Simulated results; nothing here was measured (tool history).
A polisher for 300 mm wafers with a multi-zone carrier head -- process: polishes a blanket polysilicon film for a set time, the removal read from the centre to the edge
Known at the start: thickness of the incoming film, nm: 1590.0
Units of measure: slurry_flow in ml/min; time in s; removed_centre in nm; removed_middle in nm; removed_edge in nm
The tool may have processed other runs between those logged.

run  hour  slurry_flow  centre_zone  middle_zone  edge_zone  time  removed_centre  removed_middle  removed_edge
  1   0.0          190         1.00         1.00       1.00    39          247.30          240.60        240.48
  2   8.1          190         1.00         0.92       1.00    39          246.94          224.59        241.42
  3  14.6          190         1.00         0.84       1.00    39          243.39          214.63        238.18
  4  15.5          210         1.02         0.93       1.01    43          280.23          257.97        269.38
  5  22.3          210         1.02         0.93       1.01    36          234.80          215.68        225.40
  6  28.2          210         1.02         0.93       1.08    36          236.49          213.74        230.74
  7  31.0          255         1.10         1.03       1.13    47          332.53          304.69        311.92
  8  32.7          260         1.11         1.07       1.13    49          352.78          335.40        325.29
  9  38.6          265         1.12         1.09       1.14    50          363.11          339.97        330.99
 10  41.1          270         1.12         1.11       1.14    51          370.81          341.39        340.89

Run 11 is up next; what results do you expect?
 11  42.3          235         1.12         1.13       1.12    53               ?               ?             ?

removed_centre: 376.53 nm
removed_middle: 360.43 nm
removed_edge: 349.77 nm
